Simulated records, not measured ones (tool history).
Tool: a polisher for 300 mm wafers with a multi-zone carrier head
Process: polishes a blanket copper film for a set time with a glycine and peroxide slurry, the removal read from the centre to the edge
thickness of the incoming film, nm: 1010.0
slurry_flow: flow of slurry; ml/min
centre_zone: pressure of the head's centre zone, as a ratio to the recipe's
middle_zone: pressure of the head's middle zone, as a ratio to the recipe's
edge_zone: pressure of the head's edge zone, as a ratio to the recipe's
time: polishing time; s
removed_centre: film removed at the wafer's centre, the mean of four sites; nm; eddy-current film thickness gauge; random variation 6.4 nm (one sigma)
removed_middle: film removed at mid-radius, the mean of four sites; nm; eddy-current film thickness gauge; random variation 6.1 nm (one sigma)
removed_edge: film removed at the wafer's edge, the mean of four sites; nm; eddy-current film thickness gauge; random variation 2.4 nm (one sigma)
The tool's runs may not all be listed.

run,hour,slurry_flow,centre_zone,middle_zone,edge_zone,time,removed_centre,removed_middle,removed_edge
1,0.0,125,1.00,1.00,1.00,66,312.80,298.70,307.04
2,5.9,110,1.00,1.00,1.00,66,298.88,297.87,301.05
3,9.2,120,1.04,1.05,0.99,69,332.63,331.54,317.26
4,10.6,120,1.04,1.05,1.07,69,337.56,337.49,330.06
5,13.3,135,1.08,1.08,1.06,69,365.55,350.88,333.78
6,14.7,145,1.10,1.11,1.06,69,369.72,365.88,334.33
7,15.8,145,1.10,1.11,1.06,69,365.88,351.33,336.28

The next listed run, before its measurement:
8,24.3,140,1.13,1.13,1.01,72,?,?,?

{"run 8": {"removed_centre": 399.69, "removed_middle": 389.71, "removed_edge": 343.27}}
